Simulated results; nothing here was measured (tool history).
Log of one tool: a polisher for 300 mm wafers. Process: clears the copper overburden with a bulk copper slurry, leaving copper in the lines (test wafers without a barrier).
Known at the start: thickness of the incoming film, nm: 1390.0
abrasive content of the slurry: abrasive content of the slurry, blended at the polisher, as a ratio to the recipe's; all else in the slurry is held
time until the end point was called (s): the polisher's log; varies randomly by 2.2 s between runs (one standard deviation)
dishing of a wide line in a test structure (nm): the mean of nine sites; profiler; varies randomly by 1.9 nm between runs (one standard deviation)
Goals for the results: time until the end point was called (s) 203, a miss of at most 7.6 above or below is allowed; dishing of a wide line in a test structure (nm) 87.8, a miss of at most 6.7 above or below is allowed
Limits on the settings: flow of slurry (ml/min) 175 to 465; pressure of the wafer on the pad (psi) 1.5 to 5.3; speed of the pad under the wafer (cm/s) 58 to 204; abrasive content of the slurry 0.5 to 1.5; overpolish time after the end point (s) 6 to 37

run,hour,flow of slurry (ml/min),pressure of the wafer on the pad (psi),speed of the pad under the wafer (cm/s),abrasive content of the slurry,overpolish time after the end point (s),time until the end point was called (s),dishing of a wide line in a test structure (nm)
1,0,295,3.4,130,1,19,110.28,107.65
2,3.4,295,3.4,130,1.15,19,103.98,103.13
3,5.6,295,3.4,130,1.05,19,107.72,107.9
4,10.4,295,3.1,128,1.05,20,116.01,98.081
5,12.4,230,3.1,128,1.05,20,120.56,98.117
6,15,230,2.9,126,1,22,128.71,106.32
7,16.8,230,2.7,124,1,22,136.09,94.505
8,24.6,225,2.5,122,0.95,23,151.56,93.137

Exercise: of the 5 proposed moves below, exactly one satisfies all targets within the stated allowed misses. Which move is it?
A,32.4,235,2.6,140,0.9,18,?,?
B,32.4,190,2.5,100,1.05,25,?,?
C,32.4,305,2.3,196,0.8,18,?,?
D,32.4,255,2.6,176,1.25,10,?,?
E,32.4,210,2.1,106,0.85,28,?,?

move,time until the end point was called (s),dishing of a wide line in a test structure (nm)
A,128.57,91.373
B,181.57,90.119
C,101.73,97.613
D,96.081,78.986
E,201.5,87.799
A: the biggest miss grows against the last run
B: closes in on the targets versus the last run, not all within tolerance yet
C: the biggest miss grows against the last run
D: the biggest miss grows against the last run
E: hits every target within its allowed miss
Move E is the one to make.
